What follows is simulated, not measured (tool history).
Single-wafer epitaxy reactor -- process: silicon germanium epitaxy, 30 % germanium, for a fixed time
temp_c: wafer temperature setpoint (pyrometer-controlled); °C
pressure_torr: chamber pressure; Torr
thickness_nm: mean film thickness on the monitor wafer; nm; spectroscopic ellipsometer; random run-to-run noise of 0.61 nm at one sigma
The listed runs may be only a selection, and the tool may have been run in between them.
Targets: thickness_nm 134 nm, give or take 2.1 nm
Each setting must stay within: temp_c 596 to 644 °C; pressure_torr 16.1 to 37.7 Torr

run,hour,temp_c,pressure_torr,thickness_nm
1,0,620,26.9,95.261
2,7,623,27,101.08
3,12.2,625,27,104.87
4,20.1,618,27,91.73
5,28.5,621,27,96.214
6,30.6,631,27,116.88
7,37.3,632,27,118.21
8,45.3,633,27,119.29
9,47.1,634,27,122.71
10,48.7,635,27,124.16
11,52.7,636,27,127.49
12,59,638,27,131.42
# hour 66.7: capacitance manometer re-zeroed and calibrated
13,66.7,639,27,130.01
14,73.2,640,27,131.6

Which of these 4 next moves meets every target?
A,79.7,644,23.9,?
B,79.7,639,26.4,?
C,79.7,637,29,?
D,79.7,640,25.8,?

move,thickness_nm
A,133.69
B,128.01
C,128.66
D,128.97
A: in spec on every target
B: further off than the last run
C: further off than the last run
D: further off than the last run
Go with A: it meets all targets.
